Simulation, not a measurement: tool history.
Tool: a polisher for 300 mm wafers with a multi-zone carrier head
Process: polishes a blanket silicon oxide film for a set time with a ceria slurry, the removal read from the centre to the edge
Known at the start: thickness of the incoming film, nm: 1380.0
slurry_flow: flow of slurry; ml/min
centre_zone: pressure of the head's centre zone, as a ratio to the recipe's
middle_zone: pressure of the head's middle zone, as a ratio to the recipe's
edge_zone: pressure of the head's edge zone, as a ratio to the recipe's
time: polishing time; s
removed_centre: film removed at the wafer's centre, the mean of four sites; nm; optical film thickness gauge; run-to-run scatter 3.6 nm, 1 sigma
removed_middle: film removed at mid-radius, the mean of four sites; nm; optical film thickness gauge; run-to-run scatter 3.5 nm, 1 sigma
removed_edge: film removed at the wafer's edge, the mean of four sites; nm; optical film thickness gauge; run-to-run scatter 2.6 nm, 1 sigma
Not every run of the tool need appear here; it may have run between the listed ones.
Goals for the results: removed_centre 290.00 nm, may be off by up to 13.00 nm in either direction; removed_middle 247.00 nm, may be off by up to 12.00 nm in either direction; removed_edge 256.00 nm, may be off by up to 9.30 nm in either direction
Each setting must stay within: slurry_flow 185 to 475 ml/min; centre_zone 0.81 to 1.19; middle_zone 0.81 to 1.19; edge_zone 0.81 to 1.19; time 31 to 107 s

| run | hour | slurry_flow | centre_zone | middle_zone | edge_zone | time | removed_centre | removed_middle | removed_edge |
|---|---|---|---|---|---|---|---|---|---|
| 1 | 0.0 | 305 | 1.00 | 1.00 | 1.00 | 69 | 171.02 | 169.87 | 164.66 |
| 2 | 5.0 | 305 | 1.04 | 1.00 | 1.00 | 69 | 173.26 | 160.98 | 170.25 |
| 3 | 11.9 | 305 | 1.00 | 1.00 | 1.00 | 69 | 168.06 | 160.63 | 171.95 |
| 4 | 17.5 | 305 | 1.00 | 1.00 | 1.00 | 81 | 198.81 | 196.60 | 197.16 |
| 5 | 19.7 | 305 | 1.00 | 1.00 | 1.05 | 81 | 198.54 | 193.42 | 203.26 |
| 6 | 21.9 | 305 | 1.00 | 1.00 | 1.12 | 81 | 199.55 | 193.46 | 204.21 |
| 7 | 27.3 | 310 | 1.03 | 1.01 | 1.11 | 84 | 212.69 | 202.26 | 213.11 |
| 8 | 36.2 | 335 | 1.13 | 1.07 | 1.10 | 99 | 278.41 | 253.53 | 248.89 |
| 9 | 37.2 | 335 | 1.13 | 1.06 | 1.10 | 99 | 272.58 | 245.40 | 248.09 |

5 next moves are on the table. One of them brings every result within its allowed miss. Which?
| A | 38.2 | 375 | 1.19 | 1.08 | 1.19 | 97 | ? | ? | ? |
| B | 38.2 | 295 | 1.00 | 1.09 | 1.03 | 99 | ? | ? | ? |
| C | 38.2 | 355 | 1.05 | 1.07 | 1.07 | 96 | ? | ? | ? |
| D | 38.2 | 300 | 1.11 | 1.10 | 1.12 | 97 | ? | ? | ? |
| E | 38.2 | 375 | 0.96 | 1.12 | 1.03 | 94 | ? | ? | ? |

| move | removed_centre | removed_middle | removed_edge |
|---|---|---|---|
| A | 278.94 | 245.56 | 254.05 |
| B | 236.10 | 247.20 | 239.82 |
| C | 244.36 | 240.18 | 239.53 |
| D | 255.42 | 244.39 | 243.53 |
| E | 221.43 | 245.81 | 231.61 |
A: hits every target within its allowed miss
B: its largest miss is bigger than the last run's
C: its largest miss is bigger than the last run's
D: its largest miss is bigger than the last run's
E: its largest miss is bigger than the last run's
The move that meets every target is A.

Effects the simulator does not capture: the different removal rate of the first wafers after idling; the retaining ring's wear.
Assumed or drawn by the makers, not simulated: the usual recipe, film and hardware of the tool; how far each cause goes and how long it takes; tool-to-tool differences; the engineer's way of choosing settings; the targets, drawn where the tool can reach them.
